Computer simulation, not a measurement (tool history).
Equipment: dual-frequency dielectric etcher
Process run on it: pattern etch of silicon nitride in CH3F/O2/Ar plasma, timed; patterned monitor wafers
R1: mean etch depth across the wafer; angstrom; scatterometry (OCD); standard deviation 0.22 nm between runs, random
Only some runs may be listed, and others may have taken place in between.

run 1 hour=0.0 | source_power_(W)=280 bias_power_(W)=71 etch_time_(s)=58.5 | R1=363.60
run 2 hour=2.0 | source_power_(W)=280 bias_power_(W)=65 etch_time_(s)=58.5 | R1=354.51
run 3 hour=9.0 | source_power_(W)=230 bias_power_(W)=65 etch_time_(s)=58.5 | R1=333.37
run 4 hour=10.6 | source_power_(W)=230 bias_power_(W)=73 etch_time_(s)=58.5 | R1=348.00
run 5 hour=17.8 | source_power_(W)=230 bias_power_(W)=73 etch_time_(s)=58.5 | R1=344.36
run 6 hour=20.1 | source_power_(W)=260 bias_power_(W)=73 etch_time_(s)=58.5 | R1=362.08
run 7 hour=25.5 | source_power_(W)=270 bias_power_(W)=73 etch_time_(s)=58.5 | R1=361.35
run 8 hour=27.8 | source_power_(W)=280 bias_power_(W)=74 etch_time_(s)=58.5 | R1=372.29

Expected results for the next run?
run 9 hour=28.9 | source_power_(W)=290 bias_power_(W)=74 etch_time_(s)=58.5 | R1=?

{"run 9": {"R1": 374.46}}

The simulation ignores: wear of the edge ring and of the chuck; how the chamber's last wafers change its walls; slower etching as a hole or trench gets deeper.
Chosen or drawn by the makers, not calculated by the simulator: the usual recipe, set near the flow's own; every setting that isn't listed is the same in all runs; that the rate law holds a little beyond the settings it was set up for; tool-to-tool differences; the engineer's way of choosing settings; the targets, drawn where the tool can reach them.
